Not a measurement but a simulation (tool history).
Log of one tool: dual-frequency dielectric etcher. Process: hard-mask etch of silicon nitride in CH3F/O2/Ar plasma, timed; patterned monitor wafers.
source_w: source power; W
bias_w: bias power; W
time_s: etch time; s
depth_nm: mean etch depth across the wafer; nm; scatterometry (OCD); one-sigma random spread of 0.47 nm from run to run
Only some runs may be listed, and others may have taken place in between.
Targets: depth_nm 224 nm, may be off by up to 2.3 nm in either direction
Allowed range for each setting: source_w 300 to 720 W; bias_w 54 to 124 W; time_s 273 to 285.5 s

Run 1, day 0: source_w 510 W, bias_w 89 W, time_s 273 s. Result: depth_nm 247.74 nm.
Run 2, day 0.038: source_w 480 W, bias_w 89 W, time_s 273 s. Result: depth_nm 243.39 nm.
Run 3, day 0.188: source_w 450 W, bias_w 89 W, time_s 273 s. Result: depth_nm 240.02 nm.
Run 4, day 0.421: source_w 420 W, bias_w 89 W, time_s 273 s. Result: depth_nm 234.26 nm.
Run 5, day 0.658: source_w 400 W, bias_w 89 W, time_s 273 s. Result: depth_nm 231.6 nm.
Run 6, day 0.838: source_w 390 W, bias_w 89 W, time_s 273 s. Result: depth_nm 230.88 nm.
Run 7, day 0.925: source_w 380 W, bias_w 89 W, time_s 273 s. Result: depth_nm 229.77 nm.
Run 8, day 1.296: source_w 370 W, bias_w 89 W, time_s 273 s. Result: depth_nm 228.33 nm.

Consider the 4 candidate settings below. Which is the only one whose results all fall within their allowed miss of target?
Run A, day 1.667: source_w 470 W, bias_w 77 W, time_s 284.5 s. Result: depth_nm ?.
Run B, day 1.667: source_w 360 W, bias_w 87 W, time_s 273 s. Result: depth_nm ?.
Run C, day 1.667: source_w 370 W, bias_w 86 W, time_s 282 s. Result: depth_nm ?.
Run D, day 1.667: source_w 340 W, bias_w 89 W, time_s 282 s. Result: depth_nm ?.

move  depth_nm
   A    234.08
   B    223.12
   C    230.68
   D    229.96
A: further off than the last run
B: all results land within tolerance of their targets
C: further off than the last run
D: further off than the last run
The right move is B.
